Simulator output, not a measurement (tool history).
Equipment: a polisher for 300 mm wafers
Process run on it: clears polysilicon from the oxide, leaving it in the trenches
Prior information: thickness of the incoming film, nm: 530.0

run,hour,flow of slurry (ml/min),pressure of the wafer on the pad (psi),speed of the pad under the wafer (cm/s),overpolish time after the end point (s),time until the end point was called (s),dishing of a wide line in a test structure (angstrom)
1,0,300,2.2,112,10,33.935,541.25
2,5.2,300,2.3,112,10,32.157,542.3
3,14.1,300,1.8,112,10,41.502,493.64
4,16.5,300,2,114,10,36.856,526.34
5,24.7,300,2.2,114,10,33.622,523.23
6,28.2,300,2.3,114,10,31.902,562.64

Expected results for the next run?
7,29.9,300,2.4,116,9,?,?

time until the end point was called (s): 30.994
dishing of a wide line in a test structure (angstrom): 557.61
